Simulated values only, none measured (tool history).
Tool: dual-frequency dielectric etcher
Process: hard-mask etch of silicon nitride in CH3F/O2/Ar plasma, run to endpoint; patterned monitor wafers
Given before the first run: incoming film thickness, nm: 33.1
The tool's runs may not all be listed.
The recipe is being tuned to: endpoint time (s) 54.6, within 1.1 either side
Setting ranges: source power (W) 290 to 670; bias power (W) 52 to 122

run    day  source power (W)  bias power (W)  endpoint time (s)
  1      0               480              87             40.948
  2  0.175               420              87             43.352
  3  0.308               420             100             40.893
  4    0.4               420             114             38.502
  5  0.567               390             100             42.367
  6  0.908               390             115             39.324
  7  1.142               360             102             43.233
  8  1.338               340              93             46.088
  9  1.383               330              87             47.775
 10  1.429               320              82             49.866

Which one of the following 5 next-run settings gets every result inside its allowed miss? There is exactly one.
  A  1.475               410              90                  ?
  B  1.475               290              76                  ?
  C  1.475               350             100                  ?
  D  1.475               330              85                  ?
  E  1.475               380              97                  ?

move  endpoint time (s)
   A             43.231
   B             54.217
   C             43.991
   D             48.637
   E             43.108
A: further off than the last run
B: all results land within tolerance of their targets
C: further off than the last run
D: further off than the last run
E: further off than the last run
Correct choice: B, which meets every target
